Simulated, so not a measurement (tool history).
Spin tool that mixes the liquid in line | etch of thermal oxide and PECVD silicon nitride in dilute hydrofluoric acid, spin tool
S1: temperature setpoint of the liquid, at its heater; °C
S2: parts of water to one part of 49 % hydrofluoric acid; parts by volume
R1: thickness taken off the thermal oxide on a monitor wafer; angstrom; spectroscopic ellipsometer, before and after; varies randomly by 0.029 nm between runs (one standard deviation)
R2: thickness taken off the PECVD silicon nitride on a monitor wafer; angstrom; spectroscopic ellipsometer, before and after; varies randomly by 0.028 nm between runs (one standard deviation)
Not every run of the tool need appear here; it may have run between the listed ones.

run 1 hour=0.0 | S1=24.0 S2=270 time_under_the_liquid_(s)=180 | R1=29.458 R2=32.610
run 2 hour=8.7 | S1=24.5 S2=275 time_under_the_liquid_(s)=180 | R1=29.358 R2=33.316
run 3 hour=16.5 | S1=21.0 S2=275 time_under_the_liquid_(s)=180 | R1=25.619 R2=26.608
run 4 hour=22.0 | S1=19.5 S2=275 time_under_the_liquid_(s)=180 | R1=24.917 R2=24.504
-- hour=23.5 thermometer replaced
run 5 hour=23.5 | S1=19.5 S2=350 time_under_the_liquid_(s)=180 | R1=17.233 R2=17.335
run 6 hour=25.4 | S1=20.5 S2=345 time_under_the_liquid_(s)=180 | R1=18.074 R2=19.019
run 7 hour=28.3 | S1=21.0 S2=340 time_under_the_liquid_(s)=180 | R1=18.469 R2=19.967
run 8 hour=29.6 | S1=21.5 S2=335 time_under_the_liquid_(s)=180 | R1=19.651 R2=20.837
run 9 hour=35.8 | S1=22.0 S2=330 time_under_the_liquid_(s)=180 | R1=20.333 R2=21.715
run 10 hour=36.5 | S1=22.5 S2=325 time_under_the_liquid_(s)=180 | R1=20.878 R2=22.498

The next listed run, before its measurement:
run 11 hour=42.3 | S1=23.0 S2=320 time_under_the_liquid_(s)=180 | R1=? R2=?

Run 11 gave R1 21.716 angstrom, R2 23.827 angstrom.
